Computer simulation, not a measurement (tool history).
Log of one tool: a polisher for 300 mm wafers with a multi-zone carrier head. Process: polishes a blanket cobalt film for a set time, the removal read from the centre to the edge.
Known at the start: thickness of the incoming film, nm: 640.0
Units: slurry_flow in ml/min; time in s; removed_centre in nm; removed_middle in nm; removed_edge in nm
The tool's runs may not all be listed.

run	day	slurry_flow	centre_zone	middle_zone	edge_zone	time	removed_centre	removed_middle	removed_edge
1	0	285	1	1	1	52	171.35	171.83	181.08
2	0.196	285	1	1	1	62	202.14	207.3	211.38
3	0.262	285	1	1	0.93	62	206.89	213.07	203.79
4	0.517	330	1	1	0.93	62	208.17	209.53	210.14
5	0.608	330	0.97	1	0.93	62	205.44	210.44	213.44
6	0.804	330	0.95	1.02	0.93	62	195.35	211.73	209.4
7	0.912	335	0.94	1.04	0.94	63	196.76	219.6	214.54
8	1.175	340	0.93	1.05	0.95	64	199.31	223.03	217.65
9	1.412	340	0.92	1.06	0.96	65	201.47	231.22	223.97
10	1.717	340	0.92	1.06	0.96	65	202.77	230.51	225.18
# day 2.004: worn pad replaced by a new one
11	2.004	340	0.91	1.07	0.97	65	217.8	261.3	244
12	2.146	340	0.91	1.07	0.97	65	217.86	250.73	246.23

Run 13 comes next. What will it give?
13	2.246	335	0.9	1.07	0.96	65	?	?	?

removed_centre: 212.2 nm
removed_middle: 251.29 nm
removed_edge: 242.04 nm
